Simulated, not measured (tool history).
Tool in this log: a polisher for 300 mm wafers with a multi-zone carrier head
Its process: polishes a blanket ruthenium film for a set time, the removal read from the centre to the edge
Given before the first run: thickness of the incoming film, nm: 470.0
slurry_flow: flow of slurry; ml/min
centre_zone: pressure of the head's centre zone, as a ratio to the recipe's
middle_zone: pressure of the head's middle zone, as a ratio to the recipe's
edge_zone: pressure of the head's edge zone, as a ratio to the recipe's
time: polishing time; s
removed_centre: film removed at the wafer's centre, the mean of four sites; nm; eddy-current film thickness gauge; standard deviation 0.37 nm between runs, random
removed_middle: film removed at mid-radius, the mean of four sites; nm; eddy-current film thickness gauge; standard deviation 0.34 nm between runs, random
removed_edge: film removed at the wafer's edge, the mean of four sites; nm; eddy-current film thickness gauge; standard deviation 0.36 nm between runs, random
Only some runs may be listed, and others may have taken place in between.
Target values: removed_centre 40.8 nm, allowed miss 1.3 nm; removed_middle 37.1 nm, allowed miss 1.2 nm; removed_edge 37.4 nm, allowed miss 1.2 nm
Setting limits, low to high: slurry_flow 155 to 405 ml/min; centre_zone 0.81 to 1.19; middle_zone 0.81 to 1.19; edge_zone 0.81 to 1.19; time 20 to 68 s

{"run": 1, "hour": 0.0, "slurry_flow": 260, "centre_zone": 1, "middle_zone": 1, "edge_zone": 1, "time": 44, "removed_centre": 24.835, "removed_middle": 25.032, "removed_edge": 24.68}
{"run": 2, "hour": 2.2, "slurry_flow": 265, "centre_zone": 1.02, "middle_zone": 1.01, "edge_zone": 1.02, "time": 46, "removed_centre": 27.033, "removed_middle": 26.324, "removed_edge": 26.318}
{"run": 3, "hour": 9.9, "slurry_flow": 265, "centre_zone": 0.96, "middle_zone": 1.01, "edge_zone": 1.02, "time": 46, "removed_centre": 25.247, "removed_middle": 26.408, "removed_edge": 26.955}
{"run": 4, "hour": 17.6, "slurry_flow": 265, "centre_zone": 0.96, "middle_zone": 1.07, "edge_zone": 1.02, "time": 46, "removed_centre": 24.867, "removed_middle": 27.765, "removed_edge": 26.793}
{"run": 5, "hour": 26.0, "slurry_flow": 265, "centre_zone": 0.9, "middle_zone": 1.07, "edge_zone": 1.02, "time": 46, "removed_centre": 23.435, "removed_middle": 27.55, "removed_edge": 26.396}
{"run": 6, "hour": 29.9, "slurry_flow": 265, "centre_zone": 0.95, "middle_zone": 1.07, "edge_zone": 1.02, "time": 46, "removed_centre": 24.951, "removed_middle": 27.87, "removed_edge": 26.143}
{"run": 7, "hour": 37.6, "slurry_flow": 265, "centre_zone": 0.95, "middle_zone": 1.07, "edge_zone": 1.02, "time": 46, "removed_centre": 25.157, "removed_middle": 28.248, "removed_edge": 26.625}
{"run": 8, "hour": 46.6, "slurry_flow": 270, "centre_zone": 0.97, "middle_zone": 1.07, "edge_zone": 1.04, "time": 47, "removed_centre": 25.855, "removed_middle": 28.419, "removed_edge": 27.247}
{"run": 9, "hour": 47.6, "slurry_flow": 275, "centre_zone": 0.99, "middle_zone": 1.07, "edge_zone": 1.05, "time": 49, "removed_centre": 27.73, "removed_middle": 29.732, "removed_edge": 29.054}
{"run": 10, "hour": 54.1, "slurry_flow": 280, "centre_zone": 1.01, "middle_zone": 1.08, "edge_zone": 1.06, "time": 50, "removed_centre": 28.843, "removed_middle": 30.881, "removed_edge": 29.607}

4 next moves are on the table. One of them brings every result within its allowed miss. Which?
{"run": "A", "hour": 60.6, "slurry_flow": 405, "centre_zone": 1.16, "middle_zone": 0.94, "edge_zone": 1.12, "time": 61, "removed_centre": "?", "removed_middle": "?", "removed_edge": "?"}
{"run": "B", "hour": 60.6, "slurry_flow": 265, "centre_zone": 1.02, "middle_zone": 1.19, "edge_zone": 0.93, "time": 40, "removed_centre": "?", "removed_middle": "?", "removed_edge": "?"}
{"run": "C", "hour": 60.6, "slurry_flow": 300, "centre_zone": 1.16, "middle_zone": 1.05, "edge_zone": 1.1, "time": 61, "removed_centre": "?", "removed_middle": "?", "removed_edge": "?"}
{"run": "D", "hour": 60.6, "slurry_flow": 320, "centre_zone": 0.87, "middle_zone": 1.09, "edge_zone": 1.09, "time": 37, "removed_centre": "?", "removed_middle": "?", "removed_edge": "?"}

move=A removed_centre=41.548 removed_middle=33.954 removed_edge=38.232
move=B removed_centre=23.141 removed_middle=26.38 removed_edge=22.266
move=C removed_centre=40.589 removed_middle=36.468 removed_edge=37.198
move=D removed_centre=18.532 removed_middle=22.988 removed_edge=22.534
A: brings the last run's worst result on target, with another outside its allowed miss
B: the biggest miss grows against the last run
C: meets every target
D: the biggest miss grows against the last run
Go with C: it meets all targets.
